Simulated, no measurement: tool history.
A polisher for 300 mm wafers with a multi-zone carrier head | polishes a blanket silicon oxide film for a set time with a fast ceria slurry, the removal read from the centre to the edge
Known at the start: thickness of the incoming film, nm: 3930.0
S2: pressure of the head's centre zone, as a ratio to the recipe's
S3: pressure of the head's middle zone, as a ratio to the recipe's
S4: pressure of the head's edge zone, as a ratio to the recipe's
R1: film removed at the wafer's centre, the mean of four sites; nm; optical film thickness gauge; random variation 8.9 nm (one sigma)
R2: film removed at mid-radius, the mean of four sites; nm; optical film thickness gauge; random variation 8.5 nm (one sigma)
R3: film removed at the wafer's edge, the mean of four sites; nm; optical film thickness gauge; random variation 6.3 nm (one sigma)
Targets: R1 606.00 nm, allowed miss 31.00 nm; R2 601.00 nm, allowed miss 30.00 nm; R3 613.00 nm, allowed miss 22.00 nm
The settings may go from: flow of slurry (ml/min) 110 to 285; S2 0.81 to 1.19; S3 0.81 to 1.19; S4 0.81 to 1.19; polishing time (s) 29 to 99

Run 1, hour 0.0: flow of slurry (ml/min) 180, S2 1.00, S3 1.00, S4 1.00, polishing time (s) 64. Result: R1 892.93 nm, R2 928.92 nm, R3 935.61 nm.
Run 2, hour 0.7: flow of slurry (ml/min) 160, S2 1.00, S3 1.00, S4 1.00, polishing time (s) 64. Result: R1 891.66 nm, R2 891.66 nm, R3 919.17 nm.
Run 3, hour 4.7: flow of slurry (ml/min) 155, S2 0.99, S3 0.99, S4 0.97, polishing time (s) 58. Result: R1 815.69 nm, R2 810.83 nm, R3 813.96 nm.
Run 4, hour 11.8: flow of slurry (ml/min) 155, S2 0.99, S3 0.99, S4 0.97, polishing time (s) 68. Result: R1 937.60 nm, R2 945.35 nm, R3 954.07 nm.
Run 5, hour 14.1: flow of slurry (ml/min) 180, S2 0.99, S3 0.99, S4 0.97, polishing time (s) 68. Result: R1 937.70 nm, R2 965.81 nm, R3 959.72 nm.
Run 6, hour 19.0: flow of slurry (ml/min) 180, S2 0.91, S3 0.99, S4 0.97, polishing time (s) 68. Result: R1 878.12 nm, R2 964.85 nm, R3 955.29 nm.
Run 7, hour 21.6: flow of slurry (ml/min) 180, S2 0.91, S3 0.99, S4 0.97, polishing time (s) 68. Result: R1 878.18 nm, R2 959.10 nm, R3 975.52 nm.
Run 8, hour 26.5: flow of slurry (ml/min) 175, S2 0.90, S3 0.97, S4 0.94, polishing time (s) 61. Result: R1 775.29 nm, R2 847.02 nm, R3 869.71 nm.
Run 9, hour 32.7: flow of slurry (ml/min) 165, S2 0.92, S3 0.97, S4 0.92, polishing time (s) 56. Result: R1 716.94 nm, R2 759.80 nm, R3 795.45 nm.
Run 10, hour 35.7: flow of slurry (ml/min) 185, S2 1.00, S3 1.00, S4 0.82, polishing time (s) 38. Result: R1 532.85 nm, R2 544.45 nm, R3 516.45 nm.
Run 11, hour 40.1: flow of slurry (ml/min) 185, S2 1.00, S3 1.00, S4 0.86, polishing time (s) 39. Result: R1 566.43 nm, R2 555.83 nm, R3 543.48 nm.
Run 12, hour 44.3: flow of slurry (ml/min) 185, S2 0.99, S3 1.00, S4 0.88, polishing time (s) 40. Result: R1 570.11 nm, R2 568.12 nm, R3 551.19 nm.
Run 13, hour 45.0: flow of slurry (ml/min) 185, S2 0.98, S3 0.99, S4 0.90, polishing time (s) 41. Result: R1 569.35 nm, R2 581.16 nm, R3 567.75 nm.
Run 14, hour 47.1: flow of slurry (ml/min) 180, S2 0.98, S3 0.98, S4 0.91, polishing time (s) 42. Result: R1 599.20 nm, R2 592.52 nm, R3 579.30 nm.
Run 15, hour 47.7: flow of slurry (ml/min) 175, S2 0.97, S3 0.97, S4 0.92, polishing time (s) 42. Result: R1 563.02 nm, R2 582.91 nm, R3 580.77 nm.

Which of these 5 next moves meets every target?
Run A, hour 48.3: flow of slurry (ml/min) 205, S2 0.85, S3 1.05, S4 0.96, polishing time (s) 44. Result: R1 ?, R2 ?, R3 ?.
Run B, hour 48.3: flow of slurry (ml/min) 115, S2 1.09, S3 1.07, S4 1.05, polishing time (s) 44. Result: R1 ?, R2 ?, R3 ?.
Run C, hour 48.3: flow of slurry (ml/min) 190, S2 0.96, S3 0.81, S4 0.86, polishing time (s) 49. Result: R1 ?, R2 ?, R3 ?.
Run D, hour 48.3: flow of slurry (ml/min) 170, S2 0.88, S3 0.87, S4 0.91, polishing time (s) 48. Result: R1 ?, R2 ?, R3 ?.
Run E, hour 48.3: flow of slurry (ml/min) 190, S2 1.04, S3 1.06, S4 0.97, polishing time (s) 47. Result: R1 ?, R2 ?, R3 ?.

move      R1      R2      R3
   A  543.56  669.23  653.75
   B  597.05  604.76  628.03
   C  665.67  593.29  688.36
   D  590.62  605.08  681.96
   E  687.91  711.74  695.71
A: takes the result that was furthest off past its target
B: meets every target
C: takes the result that was furthest off past its target
D: takes the result that was furthest off past its target
E: takes the result that was furthest off past its target
The right move is B.

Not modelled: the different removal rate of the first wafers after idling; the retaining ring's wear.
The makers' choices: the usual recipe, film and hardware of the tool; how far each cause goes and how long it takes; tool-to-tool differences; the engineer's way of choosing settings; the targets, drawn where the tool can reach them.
